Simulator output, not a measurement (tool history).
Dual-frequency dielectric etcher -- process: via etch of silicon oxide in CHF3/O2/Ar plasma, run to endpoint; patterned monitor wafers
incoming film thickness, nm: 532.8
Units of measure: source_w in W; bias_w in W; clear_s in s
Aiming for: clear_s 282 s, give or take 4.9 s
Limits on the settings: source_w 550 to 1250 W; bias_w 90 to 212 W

run 1 hour=0 | source_w=900 bias_w=151 | clear_s=232.99
run 2 hour=7.9 | source_w=900 bias_w=164 | clear_s=224.52
run 3 hour=9 | source_w=840 bias_w=164 | clear_s=234.91
run 4 hour=10.1 | source_w=840 bias_w=139 | clear_s=254.06
run 5 hour=12 | source_w=840 bias_w=126 | clear_s=264.41
run 6 hour=15.4 | source_w=840 bias_w=152 | clear_s=239.44
run 7 hour=19 | source_w=790 bias_w=149 | clear_s=252.18
run 8 hour=22.2 | source_w=610 bias_w=146 | clear_s=288.1

Consider the 4 candidate settings below. Which is the only one whose results all fall within their allowed miss of target?
run A hour=25.4 | source_w=700 bias_w=134 | clear_s=?
run B hour=25.4 | source_w=600 bias_w=141 | clear_s=?
run C hour=25.4 | source_w=590 bias_w=175 | clear_s=?
run D hour=25.4 | source_w=690 bias_w=126 | clear_s=?

move=A clear_s=279.92
move=B clear_s=295.02
move=C clear_s=266.18
move=D clear_s=291.44
A: each result inside its tolerance
B: its largest miss is bigger than the last run's
C: takes the result that was furthest off past its target
D: its largest miss is bigger than the last run's
Answer: A
